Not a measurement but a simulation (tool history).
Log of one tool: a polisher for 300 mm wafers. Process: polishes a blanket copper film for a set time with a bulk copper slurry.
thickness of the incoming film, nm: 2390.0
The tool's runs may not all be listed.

run  hour  flow of slurry (ml/min)  pressure of the wafer on the pad (psi)  speed of the pad under the wafer (cm/s)  abrasive content of the slurry  polishing time (s)  film removed (Å)
  1   0.0                      240                                     2.1                                      102                             1.0                  48            3421.4
  2   8.8                      285                                     2.1                                      102                             1.0                  48            3474.7
  3  16.4                      285                                     2.1                                      102                             0.8                  48            3216.4
  4  23.6                      285                                     2.0                                      102                             0.8                  48            3151.5
  5  32.1                      285                                     1.9                                      102                             0.8                  48            2934.5
  6  40.3                      285                                     1.8                                      102                             0.8                  48            2801.0
  7  42.9                      285                                     1.7                                      102                             0.8                  48            2614.7

Forecast run 8:
  8  50.7                      285                                     1.6                                      102                             0.8                  48                 ?

film removed (Å): 2548.6
